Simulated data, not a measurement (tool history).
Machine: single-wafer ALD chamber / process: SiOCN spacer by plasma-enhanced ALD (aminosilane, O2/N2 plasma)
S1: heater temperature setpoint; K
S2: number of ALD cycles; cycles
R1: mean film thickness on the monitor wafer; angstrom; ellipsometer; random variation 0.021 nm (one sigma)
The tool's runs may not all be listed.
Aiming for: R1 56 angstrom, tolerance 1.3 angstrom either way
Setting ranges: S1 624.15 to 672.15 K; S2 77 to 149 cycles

Run 1, day 0: S1 648.15 K, S2 113 cycles. Result: R1 65.92 angstrom.
Run 2, day 0.346: S1 639.15 K, S2 113 cycles. Result: R1 65.924 angstrom.
Run 3, day 0.45: S1 639.15 K, S2 108 cycles. Result: R1 62.752 angstrom.
Run 4, day 0.796: S1 639.15 K, S2 105 cycles. Result: R1 61.625 angstrom.
Run 5, day 1.062: S1 643.15 K, S2 105 cycles. Result: R1 61.372 angstrom.
Run 6, day 1.129: S1 643.15 K, S2 111 cycles. Result: R1 64.93 angstrom.
Run 7, day 1.433: S1 643.15 K, S2 107 cycles. Result: R1 62.606 angstrom.
Run 8, day 1.588: S1 643.15 K, S2 92 cycles. Result: R1 53.657 angstrom.
Run 9, day 1.754: S1 643.15 K, S2 93 cycles. Result: R1 54.192 angstrom.

Exercise: of the 4 proposed moves below, exactly one satisfies all targets within the stated allowed misses. Which move is it?
Run A, day 1.921: S1 649.15 K, S2 96 cycles. Result: R1 ?.
Run B, day 1.921: S1 644.15 K, S2 87 cycles. Result: R1 ?.
Run C, day 1.921: S1 649.15 K, S2 88 cycles. Result: R1 ?.
Run D, day 1.921: S1 645.15 K, S2 87 cycles. Result: R1 ?.

move      R1
   A  56.055
   B    50.8
   C  51.384
   D    50.8
A: every result within its allowed miss
B: lands further from the targets than the last run did
C: lands further from the targets than the last run did
D: lands further from the targets than the last run did
Move A is the one to make.
